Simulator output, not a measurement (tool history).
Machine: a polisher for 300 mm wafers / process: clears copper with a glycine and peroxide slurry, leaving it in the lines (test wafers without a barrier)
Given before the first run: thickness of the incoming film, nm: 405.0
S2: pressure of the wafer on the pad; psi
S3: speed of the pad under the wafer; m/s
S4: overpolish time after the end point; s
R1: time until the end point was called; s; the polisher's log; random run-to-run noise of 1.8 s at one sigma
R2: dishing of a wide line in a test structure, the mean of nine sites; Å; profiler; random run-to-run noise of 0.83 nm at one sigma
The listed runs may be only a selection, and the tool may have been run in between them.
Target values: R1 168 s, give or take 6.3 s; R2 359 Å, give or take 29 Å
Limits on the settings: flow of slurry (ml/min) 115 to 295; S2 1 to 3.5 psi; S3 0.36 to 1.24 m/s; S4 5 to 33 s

run 1 hour=0 | flow_of_slurry_(ml/min)=190 S2=2.2 S3=0.8 S4=17 | R1=119.42 R2=384.59
run 2 hour=4.7 | flow_of_slurry_(ml/min)=190 S2=2.2 S3=0.8 S4=11 | R1=119.2 R2=264.85
run 3 hour=9.2 | flow_of_slurry_(ml/min)=190 S2=2.1 S3=0.8 S4=13 | R1=121.41 R2=295.25
run 4 hour=12.5 | flow_of_slurry_(ml/min)=190 S2=1.9 S3=0.8 S4=14 | R1=130.5 R2=306.66
run 5 hour=19.4 | flow_of_slurry_(ml/min)=190 S2=1.8 S3=0.8 S4=15 | R1=134.24 R2=309.96
run 6 hour=20 | flow_of_slurry_(ml/min)=190 S2=1.7 S3=0.8 S4=16 | R1=140.12 R2=316.69
run 7 hour=26 | flow_of_slurry_(ml/min)=190 S2=1.6 S3=0.8 S4=17 | R1=143.74 R2=329.81
run 8 hour=34.9 | flow_of_slurry_(ml/min)=190 S2=1.5 S3=0.8 S4=18 | R1=148.52 R2=344.01
run 9 hour=35.7 | flow_of_slurry_(ml/min)=190 S2=1.5 S3=0.8 S4=18 | R1=152.33 R2=337.72

4 next moves are on the table. One of them brings every result within its allowed miss. Which?
run A hour=36.5 | flow_of_slurry_(ml/min)=220 S2=1.5 S3=0.64 S4=22 | R1=? R2=?
run B hour=36.5 | flow_of_slurry_(ml/min)=210 S2=1.2 S3=0.92 S4=19 | R1=? R2=?
run C hour=36.5 | flow_of_slurry_(ml/min)=175 S2=1.2 S3=0.76 S4=18 | R1=? R2=?
run D hour=36.5 | flow_of_slurry_(ml/min)=175 S2=1.6 S3=0.82 S4=14 | R1=? R2=?

move=A R1=170.3 R2=365.21
move=B R1=151.62 R2=349.34
move=C R1=175.04 R2=295.29
move=D R1=142.68 R2=283.72
A: each result inside its tolerance
B: no nearer and no further than the last run
C: moves the result that the last run missed by most past its target, out the other side
D: its largest miss is bigger than the last run's
Move A is the one to make.
